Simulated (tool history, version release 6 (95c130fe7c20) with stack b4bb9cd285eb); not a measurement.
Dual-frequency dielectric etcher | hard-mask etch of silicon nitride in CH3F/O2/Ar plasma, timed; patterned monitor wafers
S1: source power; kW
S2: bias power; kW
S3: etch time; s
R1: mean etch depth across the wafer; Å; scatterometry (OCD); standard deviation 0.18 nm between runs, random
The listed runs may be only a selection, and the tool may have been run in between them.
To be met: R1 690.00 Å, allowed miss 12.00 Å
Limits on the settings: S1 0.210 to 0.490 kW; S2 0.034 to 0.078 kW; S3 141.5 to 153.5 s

Run 1, day 0.000: S1 0.350 kW, S2 0.056 kW, S3 153.5 s. Result: R1 818.44 Å.
Run 2, day 0.308: S1 0.390 kW, S2 0.056 kW, S3 153.5 s. Result: R1 864.09 Å.
Run 3, day 0.492: S1 0.390 kW, S2 0.056 kW, S3 141.5 s. Result: R1 795.89 Å.
Run 4, day 0.538: S1 0.390 kW, S2 0.051 kW, S3 141.5 s. Result: R1 767.56 Å.
Run 5, day 0.871: S1 0.390 kW, S2 0.051 kW, S3 153.5 s. Result: R1 831.27 Å.
Run 6, day 1.175: S1 0.390 kW, S2 0.051 kW, S3 141.5 s. Result: R1 765.43 Å.
Run 7, day 1.400: S1 0.370 kW, S2 0.051 kW, S3 141.5 s. Result: R1 748.74 Å.
Run 8, day 1.775: S1 0.360 kW, S2 0.051 kW, S3 141.5 s. Result: R1 736.65 Å.
Run 9, day 1.804: S1 0.350 kW, S2 0.051 kW, S3 141.5 s. Result: R1 728.01 Å.

5 next moves are on the table. One of them brings every result within its allowed miss. Which?
Run A, day 1.833: S1 0.370 kW, S2 0.039 kW, S3 151.0 s. Result: R1 ?.
Run B, day 1.833: S1 0.290 kW, S2 0.048 kW, S3 149.5 s. Result: R1 ?.
Run C, day 1.833: S1 0.330 kW, S2 0.047 kW, S3 146.5 s. Result: R1 ?.
Run D, day 1.833: S1 0.270 kW, S2 0.049 kW, S3 145.5 s. Result: R1 ?.
Run E, day 1.833: S1 0.350 kW, S2 0.051 kW, S3 148.0 s. Result: R1 ?.

move      R1
   A  721.68
   B  689.22
   C  711.46
   D  653.71
   E  761.34
A: closer than the last run, but not yet in spec
B: every result lands within tolerance
C: closer than the last run, but not yet in spec
D: takes the biggest miss from the last run beyond its target
E: moves away from the targets compared with the last run
Answer: B
